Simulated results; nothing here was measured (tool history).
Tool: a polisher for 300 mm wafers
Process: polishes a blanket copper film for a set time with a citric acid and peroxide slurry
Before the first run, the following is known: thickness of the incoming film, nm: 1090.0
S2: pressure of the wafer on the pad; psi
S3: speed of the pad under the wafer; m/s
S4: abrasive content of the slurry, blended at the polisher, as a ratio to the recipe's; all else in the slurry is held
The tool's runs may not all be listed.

{"run": 1, "day": 0.0, "flow of slurry (ml/min)": 285, "S2": 2.5, "S3": 0.88, "S4": 1, "polishing time (s)": 103, "film removed (Å)": 1404.1}
{"run": 2, "day": 0.058, "flow of slurry (ml/min)": 285, "S2": 2.5, "S3": 0.88, "S4": 1, "polishing time (s)": 108, "film removed (Å)": 1479.7}
{"run": 3, "day": 0.162, "flow of slurry (ml/min)": 285, "S2": 2.5, "S3": 0.88, "S4": 0.8, "polishing time (s)": 108, "film removed (Å)": 1404.1}
{"run": 4, "day": 0.492, "flow of slurry (ml/min)": 280, "S2": 2.3, "S3": 0.88, "S4": 0.8, "polishing time (s)": 108, "film removed (Å)": 1293.3}
{"run": 5, "day": 0.558, "flow of slurry (ml/min)": 275, "S2": 2.1, "S3": 0.88, "S4": 0.8, "polishing time (s)": 108, "film removed (Å)": 1189.5}
{"run": 6, "day": 0.583, "flow of slurry (ml/min)": 270, "S2": 2, "S3": 0.88, "S4": 0.8, "polishing time (s)": 108, "film removed (Å)": 1153.5}
{"run": 7, "day": 0.729, "flow of slurry (ml/min)": 270, "S2": 1.9, "S3": 0.88, "S4": 0.8, "polishing time (s)": 108, "film removed (Å)": 1106.6}
{"run": 8, "day": 1.079, "flow of slurry (ml/min)": 265, "S2": 1.8, "S3": 0.88, "S4": 0.8, "polishing time (s)": 108, "film removed (Å)": 1046.4}
{"run": 9, "day": 1.458, "flow of slurry (ml/min)": 260, "S2": 1.8, "S3": 0.88, "S4": 0.8, "polishing time (s)": 108, "film removed (Å)": 1048.1}

Predict the results of run 10:
{"run": 10, "day": 1.625, "flow of slurry (ml/min)": 250, "S2": 1.8, "S3": 0.88, "S4": 0.8, "polishing time (s)": 108, "film removed (Å)": "?"}

{"run 10": {"film removed (Å)": 1037.2}}
